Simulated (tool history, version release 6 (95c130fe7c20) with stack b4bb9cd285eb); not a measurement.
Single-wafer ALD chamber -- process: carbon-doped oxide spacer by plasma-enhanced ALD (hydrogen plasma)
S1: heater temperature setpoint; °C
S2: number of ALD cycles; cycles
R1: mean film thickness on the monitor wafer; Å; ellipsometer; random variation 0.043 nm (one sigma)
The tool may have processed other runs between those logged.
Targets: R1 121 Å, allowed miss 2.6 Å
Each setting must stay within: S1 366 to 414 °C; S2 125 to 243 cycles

run 1 day=0 | S1=390 S2=184 | R1=97.161
run 2 day=0.179 | S1=390 S2=193 | R1=101.97
run 3 day=0.5 | S1=390 S2=168 | R1=88.856
run 4 day=0.642 | S1=390 S2=147 | R1=78.018
run 5 day=0.967 | S1=390 S2=163 | R1=86.465
run 6 day=1.125 | S1=390 S2=176 | R1=92.662
run 7 day=1.183 | S1=390 S2=186 | R1=98.571
run 8 day=1.45 | S1=390 S2=186 | R1=98.913
run 9 day=1.621 | S1=390 S2=193 | R1=101.98
run 10 day=1.892 | S1=390 S2=200 | R1=106.19
run 11 day=1.958 | S1=390 S2=205 | R1=108.61

Exercise: of the 5 proposed moves below, exactly one satisfies all targets within the stated allowed misses. Which move is it?
run A day=2.025 | S1=383 S2=229 | R1=?
run B day=2.025 | S1=381 S2=212 | R1=?
run C day=2.025 | S1=366 S2=182 | R1=?
run D day=2.025 | S1=385 S2=172 | R1=?
run E day=2.025 | S1=384 S2=239 | R1=?

move=A R1=121.7
move=B R1=112.67
move=C R1=96.723
move=D R1=91.409
move=E R1=127.02
A: every result within its allowed miss
B: closes in on the targets versus the last run, not all within tolerance yet
C: lands further from the targets than the last run did
D: lands further from the targets than the last run did
E: pushes the last run's worst result past its target
Move A is the one to make.
